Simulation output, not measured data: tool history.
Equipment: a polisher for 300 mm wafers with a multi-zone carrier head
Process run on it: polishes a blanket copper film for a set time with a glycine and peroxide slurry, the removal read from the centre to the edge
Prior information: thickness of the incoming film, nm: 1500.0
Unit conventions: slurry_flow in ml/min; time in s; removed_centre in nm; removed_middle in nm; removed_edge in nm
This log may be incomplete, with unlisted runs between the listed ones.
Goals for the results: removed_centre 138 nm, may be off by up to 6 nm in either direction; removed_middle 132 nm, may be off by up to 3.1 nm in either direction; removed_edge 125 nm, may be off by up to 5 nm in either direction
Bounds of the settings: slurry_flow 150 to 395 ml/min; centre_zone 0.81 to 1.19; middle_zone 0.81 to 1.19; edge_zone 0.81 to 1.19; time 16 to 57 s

run 1 hour=0 | slurry_flow=250 centre_zone=1 middle_zone=1 edge_zone=1 time=36 | removed_centre=238.04 removed_middle=241.97 removed_edge=234.15
run 2 hour=5.8 | slurry_flow=245 centre_zone=1 middle_zone=0.98 edge_zone=0.95 time=30 | removed_centre=193.42 removed_middle=195.01 removed_edge=191.65
run 3 hour=7.3 | slurry_flow=245 centre_zone=1.06 middle_zone=0.98 edge_zone=0.95 time=30 | removed_centre=207.15 removed_middle=197.69 removed_edge=187.58
run 4 hour=15 | slurry_flow=240 centre_zone=1.06 middle_zone=0.97 edge_zone=0.92 time=26 | removed_centre=181.04 removed_middle=169.37 removed_edge=159.81
run 5 hour=16.5 | slurry_flow=240 centre_zone=1 middle_zone=0.97 edge_zone=0.92 time=26 | removed_centre=170.6 removed_middle=166.78 removed_edge=163.25
run 6 hour=22.7 | slurry_flow=240 centre_zone=1 middle_zone=0.97 edge_zone=0.92 time=31 | removed_centre=201.35 removed_middle=201.36 removed_edge=194.97
run 7 hour=26.8 | slurry_flow=235 centre_zone=1.01 middle_zone=0.97 edge_zone=0.9 time=27 | removed_centre=176.96 removed_middle=175.04 removed_edge=168.04
run 8 hour=32.1 | slurry_flow=230 centre_zone=1.02 middle_zone=0.96 edge_zone=0.88 time=25 | removed_centre=164.92 removed_middle=158.63 removed_edge=153.11
run 9 hour=34.8 | slurry_flow=210 centre_zone=1.01 middle_zone=0.95 edge_zone=0.81 time=20 | removed_centre=128.31 removed_middle=125.6 removed_edge=113.8
run 10 hour=40.4 | slurry_flow=230 centre_zone=1.01 middle_zone=0.95 edge_zone=0.82 time=20 | removed_centre=131.08 removed_middle=125.95 removed_edge=119.98
run 11 hour=42.1 | slurry_flow=240 centre_zone=1.02 middle_zone=0.96 edge_zone=0.82 time=20 | removed_centre=130.3 removed_middle=127.61 removed_edge=117.46
run 12 hour=43.9 | slurry_flow=235 centre_zone=1.05 middle_zone=0.96 edge_zone=0.89 time=22 | removed_centre=151.16 removed_middle=142.43 removed_edge=134.12
run 13 hour=44.7 | slurry_flow=230 centre_zone=1.04 middle_zone=0.95 edge_zone=0.87 time=22 | removed_centre=146.38 removed_middle=138.97 removed_edge=132.59
run 14 hour=47.2 | slurry_flow=220 centre_zone=1.03 middle_zone=0.94 edge_zone=0.85 time=22 | removed_centre=147.25 removed_middle=137.4 removed_edge=133.47
run 15 hour=52.3 | slurry_flow=220 centre_zone=1.03 middle_zone=0.94 edge_zone=0.84 time=22 | removed_centre=146.87 removed_middle=137.94 removed_edge=128.17

Pick the move, out of 4, that brings all results within their allowed miss; only one does.
run A hour=57.4 | slurry_flow=295 centre_zone=1.08 middle_zone=0.9 edge_zone=0.86 time=21 | removed_centre=? removed_middle=? removed_edge=?
run B hour=57.4 | slurry_flow=265 centre_zone=0.99 middle_zone=0.83 edge_zone=0.94 time=22 | removed_centre=? removed_middle=? removed_edge=?
run C hour=57.4 | slurry_flow=185 centre_zone=1.16 middle_zone=1.03 edge_zone=0.83 time=23 | removed_centre=? removed_middle=? removed_edge=?
run D hour=57.4 | slurry_flow=295 centre_zone=0.98 middle_zone=0.89 edge_zone=0.81 time=21 | removed_centre=? removed_middle=? removed_edge=?

move=A removed_centre=149.15 removed_middle=131.93 removed_edge=130.93
move=B removed_centre=141.37 removed_middle=129.54 removed_edge=140.7
move=C removed_centre=165.04 removed_middle=149.99 removed_edge=135.61
move=D removed_centre=135.23 removed_middle=131.01 removed_edge=128.19
A: gets the furthest-off result to its target, but another result is out of tolerance
B: gets the furthest-off result to its target, but another result is out of tolerance
C: lands further from the targets than the last run did
D: meets every target
The move that meets every target is D.

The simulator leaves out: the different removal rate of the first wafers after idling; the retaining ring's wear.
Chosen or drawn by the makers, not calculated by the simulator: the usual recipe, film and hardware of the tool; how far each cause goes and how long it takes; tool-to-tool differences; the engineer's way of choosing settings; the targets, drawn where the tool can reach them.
